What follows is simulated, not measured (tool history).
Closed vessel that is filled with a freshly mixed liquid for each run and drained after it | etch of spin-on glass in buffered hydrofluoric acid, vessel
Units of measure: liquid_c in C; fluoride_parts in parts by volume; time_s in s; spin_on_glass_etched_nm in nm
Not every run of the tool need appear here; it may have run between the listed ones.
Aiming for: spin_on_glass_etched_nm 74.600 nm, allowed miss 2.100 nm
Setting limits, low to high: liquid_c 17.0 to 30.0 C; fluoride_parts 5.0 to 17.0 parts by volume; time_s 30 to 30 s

run,hour,liquid_c,fluoride_parts,time_s,spin_on_glass_etched_nm
1,0.0,22.0,10.5,30,62.284
2,5.5,22.5,10.5,30,63.651
3,11.7,23.0,10.5,30,66.504
4,17.8,23.0,8.5,30,77.543
5,23.6,23.0,7.5,30,89.500
6,31.1,23.0,7.5,30,90.669
7,36.4,22.5,7.5,30,86.869
8,39.8,22.0,7.5,30,84.731
9,48.8,21.5,7.5,30,81.756
10,57.3,21.0,7.5,30,80.071
11,60.4,20.5,7.5,30,78.994

Which one of the following 5 next-run settings gets every result inside its allowed miss? There is exactly one.
A,63.5,17.0,7.0,30,?
B,63.5,21.5,9.0,30,?
C,63.5,21.0,8.0,30,?
D,63.5,24.0,10.5,30,?
E,63.5,21.0,8.5,30,?

move,spin_on_glass_etched_nm
A,69.549
B,68.226
C,75.407
D,69.858
E,70.610
A: moves the result that the last run missed by most past its target, out the other side
B: moves the result that the last run missed by most past its target, out the other side
C: every result lands within tolerance
D: moves the result that the last run missed by most past its target, out the other side
E: moves the result that the last run missed by most past its target, out the other side
Go with C: it meets all targets.
